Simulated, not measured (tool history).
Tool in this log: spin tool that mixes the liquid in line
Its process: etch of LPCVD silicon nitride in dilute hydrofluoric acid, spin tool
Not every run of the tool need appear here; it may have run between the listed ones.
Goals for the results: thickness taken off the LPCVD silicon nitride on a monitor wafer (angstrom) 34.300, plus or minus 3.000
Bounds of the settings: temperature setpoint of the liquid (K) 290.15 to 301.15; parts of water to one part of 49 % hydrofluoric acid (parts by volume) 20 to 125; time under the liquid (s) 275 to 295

run  hour  temperature setpoint of the liquid (K)  parts of water to one part of 49 % hydrofluoric acid (parts by volume)  time under the liquid (s)  thickness taken off the LPCVD silicon nitride on a monitor wafer (angstrom)
  1   0.0                                  293.15                                                                      70                        275                                                                       15.271
  2   4.9                                  294.65                                                                      65                        275                                                                       19.099
  3   6.1                                  294.65                                                                      65                        275                                                                       18.072
  4  10.2                                  295.65                                                                      60                        275                                                                       21.402
  5  14.4                                  295.65                                                                      70                        275                                                                       18.443
  6  22.8                                  296.65                                                                      65                        275                                                                       21.071
  7  27.3                                  297.65                                                                      60                        275                                                                       24.694
  8  34.8                                  298.15                                                                      60                        275                                                                       25.759
  9  41.1                                  298.65                                                                      60                        275                                                                       26.671
 10  47.8                                  299.15                                                                      60                        275                                                                       26.799

Which single option among these 5 for the next run brings every result within its allowed miss of target? Just one does.
  A  54.5                                  299.65                                                                      70                        295                                                                            ?
  B  54.5                                  298.65                                                                      70                        275                                                                            ?
  C  54.5                                  299.15                                                                      50                        290                                                                            ?
  D  54.5                                  300.15                                                                      40                        295                                                                            ?
  E  54.5                                  298.65                                                                      60                        295                                                                            ?

move  thickness taken off the LPCVD silicon nitride on a monitor wafer (angstrom)
   A                                                                       25.974
   B                                                                       22.672
   C                                                                       34.422
   D                                                                       46.569
   E                                                                       28.312
A: misses by more than the last run did
B: misses by more than the last run did
C: all results land within tolerance of their targets
D: carries the result that was furthest off beyond its target, to the other side
E: gains on the last run, yet a result remains outside its allowed miss
Move C is the one to make.
